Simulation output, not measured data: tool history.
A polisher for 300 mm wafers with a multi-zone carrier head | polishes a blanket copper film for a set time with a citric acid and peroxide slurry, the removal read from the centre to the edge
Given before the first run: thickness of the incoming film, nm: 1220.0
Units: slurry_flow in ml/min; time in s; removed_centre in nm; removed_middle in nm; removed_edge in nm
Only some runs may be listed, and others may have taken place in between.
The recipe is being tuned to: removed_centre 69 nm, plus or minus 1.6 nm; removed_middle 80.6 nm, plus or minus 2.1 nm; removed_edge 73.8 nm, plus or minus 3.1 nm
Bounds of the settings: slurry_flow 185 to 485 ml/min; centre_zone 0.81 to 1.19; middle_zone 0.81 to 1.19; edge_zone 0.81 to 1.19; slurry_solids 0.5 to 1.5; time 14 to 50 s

run,hour,slurry_flow,centre_zone,middle_zone,edge_zone,slurry_solids,time,removed_centre,removed_middle,removed_edge
1,0,310,1,1,1,1,32,87.134,90.141,84.447
2,6.1,305,0.98,0.99,0.98,1,32,84.214,88.17,84.731
3,9.6,305,0.98,0.99,1.06,1,32,84.655,89.957,89.616
4,16.6,305,0.98,0.99,1.06,1.2,32,86.871,92.221,90.942
5,19.2,305,0.97,0.99,1.04,1.15,32,84.918,91.597,86.233
6,22,305,0.97,0.99,1.04,1.25,32,85.608,92.026,89.032
7,24.6,265,0.87,0.89,0.94,1,32,72.962,79.666,83.411
8,28.1,265,0.87,0.9,0.93,1,32,73.296,80.995,82.077
9,33.7,265,0.87,0.9,0.92,1,32,72.797,79.719,82.616
10,40.1,265,0.87,0.91,0.91,0.95,32,72.406,80.927,79.887
11,41.6,265,0.87,0.91,0.91,0.95,32,72.586,81.417,79.097

Consider the 5 candidate settings below. Which is the only one whose results all fall within their allowed miss of target?
A,43.1,300,0.93,0.94,0.83,0.85,31,?,?,?
B,43.1,315,0.99,1.04,0.88,0.95,28,?,?,?
C,43.1,225,0.88,0.97,0.87,1.1,30,?,?,?
D,43.1,265,0.97,0.93,0.87,0.7,32,?,?,?
E,43.1,240,0.81,0.9,0.94,1.05,32,?,?,?

move,removed_centre,removed_middle,removed_edge
A,74.664,81.248,74.466
B,73.533,81.681,70.421
C,68.352,81.062,74.537
D,76.932,79.628,75.493
E,67.217,81.392,82.414
A: the biggest miss grows against the last run
B: the biggest miss grows against the last run
C: every result within its allowed miss
D: the biggest miss grows against the last run
E: pushes the last run's worst result past its target
C meets every target.

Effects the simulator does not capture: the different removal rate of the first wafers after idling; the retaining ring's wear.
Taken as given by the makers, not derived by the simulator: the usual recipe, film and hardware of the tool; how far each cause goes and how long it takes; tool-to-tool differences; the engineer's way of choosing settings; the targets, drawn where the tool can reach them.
